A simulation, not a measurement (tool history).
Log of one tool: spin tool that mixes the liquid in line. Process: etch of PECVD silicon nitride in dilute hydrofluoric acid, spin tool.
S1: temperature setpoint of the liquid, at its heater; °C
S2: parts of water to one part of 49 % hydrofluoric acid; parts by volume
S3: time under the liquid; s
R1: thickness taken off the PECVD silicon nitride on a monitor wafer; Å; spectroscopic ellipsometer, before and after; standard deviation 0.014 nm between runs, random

Run 1, hour 0.0: S1 24.0 °C, S2 235 parts by volume, S3 65 s. Result: R1 7.1496 Å.
Run 2, hour 8.3: S1 24.0 °C, S2 185 parts by volume, S3 65 s. Result: R1 9.1931 Å.
Run 3, hour 10.5: S1 24.0 °C, S2 185 parts by volume, S3 65 s. Result: R1 9.1154 Å.
Run 4, hour 17.1: S1 25.5 °C, S2 185 parts by volume, S3 65 s. Result: R1 9.7692 Å.
Run 5, hour 23.1: S1 25.5 °C, S2 230 parts by volume, S3 65 s. Result: R1 8.1913 Å.
Run 6, hour 25.3: S1 23.0 °C, S2 230 parts by volume, S3 65 s. Result: R1 6.9275 Å.

Predict the results of run 7:
Run 7, hour 34.2: S1 25.5 °C, S2 225 parts by volume, S3 65 s. Result: R1 ?.

{"run 7": {"R1": 8.2954}}
